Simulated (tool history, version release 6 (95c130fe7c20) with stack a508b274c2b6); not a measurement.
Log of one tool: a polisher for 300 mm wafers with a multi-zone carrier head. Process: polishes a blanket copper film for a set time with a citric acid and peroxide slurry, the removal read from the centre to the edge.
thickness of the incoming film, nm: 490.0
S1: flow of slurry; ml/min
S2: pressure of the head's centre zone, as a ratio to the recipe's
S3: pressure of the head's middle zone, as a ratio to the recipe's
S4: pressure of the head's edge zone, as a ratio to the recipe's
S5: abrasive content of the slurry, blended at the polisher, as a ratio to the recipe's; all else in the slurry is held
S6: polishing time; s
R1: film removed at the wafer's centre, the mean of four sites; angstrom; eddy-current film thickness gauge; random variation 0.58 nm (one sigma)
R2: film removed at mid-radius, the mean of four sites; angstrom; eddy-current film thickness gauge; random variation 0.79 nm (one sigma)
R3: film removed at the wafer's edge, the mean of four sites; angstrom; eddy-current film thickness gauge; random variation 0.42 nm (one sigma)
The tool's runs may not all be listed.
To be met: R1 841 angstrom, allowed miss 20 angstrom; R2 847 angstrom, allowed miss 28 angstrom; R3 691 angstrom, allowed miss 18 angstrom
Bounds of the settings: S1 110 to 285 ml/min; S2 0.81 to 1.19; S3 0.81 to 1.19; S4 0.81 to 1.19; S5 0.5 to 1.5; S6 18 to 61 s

Run 1, hour 0: S1 180 ml/min, S2 1, S3 1, S4 1, S5 1, S6 39 s. Result: R1 642.09 angstrom, R2 623.97 angstrom, R3 612.87 angstrom.
Run 2, hour 4.9: S1 180 ml/min, S2 1, S3 1, S4 1, S5 0.85, S6 39 s. Result: R1 616.08 angstrom, R2 601.96 angstrom, R3 597.73 angstrom.
Run 3, hour 5.5: S1 200 ml/min, S2 1.03, S3 1.05, S4 1.01, S5 0.95, S6 39 s. Result: R1 659.84 angstrom, R2 673.3 angstrom, R3 617.18 angstrom.
Run 4, hour 12.3: S1 200 ml/min, S2 1.03, S3 1.05, S4 1.01, S5 0.9, S6 39 s. Result: R1 645.66 angstrom, R2 651.82 angstrom, R3 613.42 angstrom.
Run 5, hour 20.6: S1 155 ml/min, S2 1.03, S3 1.05, S4 1.01, S5 0.9, S6 39 s. Result: R1 616.38 angstrom, R2 628.17 angstrom, R3 593.47 angstrom.
Run 6, hour 27.8: S1 155 ml/min, S2 1.08, S3 1.05, S4 1.01, S5 0.9, S6 39 s. Result: R1 650.15 angstrom, R2 620.45 angstrom, R3 593.3 angstrom.
Run 7, hour 30.1: S1 185 ml/min, S2 1.11, S3 1.09, S4 1.03, S5 0.95, S6 39 s. Result: R1 708.86 angstrom, R2 673.17 angstrom, R3 625.33 angstrom.
Run 8, hour 32.4: S1 205 ml/min, S2 1.12, S3 1.12, S4 1.03, S5 1, S6 39 s. Result: R1 730.54 angstrom, R2 708.36 angstrom, R3 633.11 angstrom.
Run 9, hour 36.7: S1 225 ml/min, S2 1.13, S3 1.14, S4 1.03, S5 1.05, S6 39 s. Result: R1 771.77 angstrom, R2 736.27 angstrom, R3 646.08 angstrom.
Run 10, hour 45.5: S1 235 ml/min, S2 1.12, S3 1.15, S4 1.03, S5 1.1, S6 39 s. Result: R1 754.27 angstrom, R2 742.72 angstrom, R3 659.92 angstrom.
Run 11, hour 50.1: S1 245 ml/min, S2 1.12, S3 1.16, S4 1, S5 1.15, S6 40 s. Result: R1 800.45 angstrom, R2 778.63 angstrom, R3 675.95 angstrom.
Run 12, hour 55: S1 255 ml/min, S2 1.11, S3 1.17, S4 0.97, S5 1.15, S6 40 s. Result: R1 798.8 angstrom, R2 804.01 angstrom, R3 674.33 angstrom.
Run 13, hour 60.3: S1 260 ml/min, S2 1.11, S3 1.18, S4 0.96, S5 1.15, S6 40 s. Result: R1 794.78 angstrom, R2 807.47 angstrom, R3 671.51 angstrom.
Run 14, hour 63.7: S1 265 ml/min, S2 1.11, S3 1.18, S4 0.95, S5 1.15, S6 40 s. Result: R1 798.41 angstrom, R2 792.12 angstrom, R3 664.05 angstrom.

Which of these 5 next moves meets every target?
Run A, hour 67.1: S1 270 ml/min, S2 1, S3 1.19, S4 0.82, S5 1.3, S6 42 s. Result: R1 ?, R2 ?, R3 ?.
Run B, hour 67.1: S1 285 ml/min, S2 1.19, S3 0.97, S4 1, S5 1.4, S6 38 s. Result: R1 ?, R2 ?, R3 ?.
Run C, hour 67.1: S1 255 ml/min, S2 1.19, S3 1.08, S4 0.93, S5 1.25, S6 38 s. Result: R1 ?, R2 ?, R3 ?.
Run D, hour 67.1: S1 285 ml/min, S2 1.15, S3 1.19, S4 1, S5 1, S6 42 s. Result: R1 ?, R2 ?, R3 ?.
Run E, hour 67.1: S1 285 ml/min, S2 1.1, S3 1.09, S4 1.02, S5 1.2, S6 39 s. Result: R1 ?, R2 ?, R3 ?.

move      R1      R2      R3
   A  778.68  881.18  670.51
   B  858.58  684.73  681.58
   C  824.95  721.03  633.98
   D  847.83  832.09  693.49
   E  785.43  748.17  679.72
A: further off than the last run
B: brings the result that was furthest off to its target, and leaves another outside
C: brings the result that was furthest off to its target, and leaves another outside
D: meets every target
E: further off than the last run
The right move is D.
